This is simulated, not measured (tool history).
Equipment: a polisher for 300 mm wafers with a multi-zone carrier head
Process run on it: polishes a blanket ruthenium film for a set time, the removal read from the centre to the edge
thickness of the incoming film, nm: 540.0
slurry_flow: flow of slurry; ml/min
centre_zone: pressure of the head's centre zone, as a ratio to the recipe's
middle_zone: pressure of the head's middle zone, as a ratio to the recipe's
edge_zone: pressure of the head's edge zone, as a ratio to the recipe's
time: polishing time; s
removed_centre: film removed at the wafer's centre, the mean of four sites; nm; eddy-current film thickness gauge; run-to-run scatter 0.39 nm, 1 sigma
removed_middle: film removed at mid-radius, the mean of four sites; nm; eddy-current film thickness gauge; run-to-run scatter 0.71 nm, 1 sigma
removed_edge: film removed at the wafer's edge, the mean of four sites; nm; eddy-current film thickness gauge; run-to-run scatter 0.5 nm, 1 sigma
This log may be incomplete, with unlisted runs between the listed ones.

run,day,slurry_flow,centre_zone,middle_zone,edge_zone,time,removed_centre,removed_middle,removed_edge
1,0,185,1,1,1,48,63.953,65.31,66.114
2,0.125,205,1,1,1,48,65.191,66.77,68.537
3,0.396,185,1,1,1,48,64.492,65.77,69.427
4,0.608,220,1,1,1,48,68.011,68.573,68.395
5,0.925,245,1,1,1,48,68.3,70.838,70.267
6,1.125,245,1.06,1,1,48,71.635,68.09,70.778

Expected results for the next run?
7,1.346,245,1.06,1.01,0.96,45,?,?,?

Logged for run 7: removed_centre 67.458 nm, removed_middle 64.992 nm, removed_edge 63.405 nm.
